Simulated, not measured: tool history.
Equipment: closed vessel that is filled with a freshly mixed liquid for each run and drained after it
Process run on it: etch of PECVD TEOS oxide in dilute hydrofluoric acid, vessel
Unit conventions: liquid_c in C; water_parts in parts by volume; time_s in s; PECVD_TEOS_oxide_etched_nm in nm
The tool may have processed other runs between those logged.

run	hour	liquid_c	water_parts	time_s	PECVD_TEOS_oxide_etched_nm
1	0.0	23.0	50	105	64.271
2	5.8	24.5	50	105	68.269
3	8.0	24.5	50	110	70.663
4	10.1	21.5	50	110	64.262
5	18.4	23.0	50	110	68.052
6	21.8	20.0	50	110	59.427

Expected results for the next run?
7	29.3	24.0	50	110	?

{"run 7": {"PECVD_TEOS_oxide_etched_nm": 71.281}}
